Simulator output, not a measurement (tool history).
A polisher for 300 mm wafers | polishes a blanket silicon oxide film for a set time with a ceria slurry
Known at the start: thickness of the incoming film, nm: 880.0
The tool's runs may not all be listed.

| run | day | flow of slurry (ml/min) | pressure of the wafer on the pad (psi) | speed of the pad under the wafer (m/s) | polishing time (s) | film removed (nm) |
|---|---|---|---|---|---|---|
| 1 | 0 | 120 | 2.2 | 0.94 | 39 | 119.74 |
| 2 | 0.208 | 120 | 2.2 | 0.94 | 34 | 105.29 |
| 3 | 0.329 | 120 | 1.8 | 0.94 | 34 | 88.914 |
| 4 | 0.362 | 120 | 1.8 | 0.94 | 34 | 89.499 |
| 5 | 0.633 | 135 | 1.8 | 0.94 | 34 | 92.197 |
| 6 | 0.796 | 115 | 1.8 | 0.94 | 34 | 89.193 |
| 7 | 0.829 | 145 | 2.4 | 0.96 | 34 | 120.11 |

The next listed run, before its measurement:
| 8 | 1.054 | 145 | 2.6 | 0.96 | 34 | ? |

{"run 8": {"film removed (nm)": 127.99}}
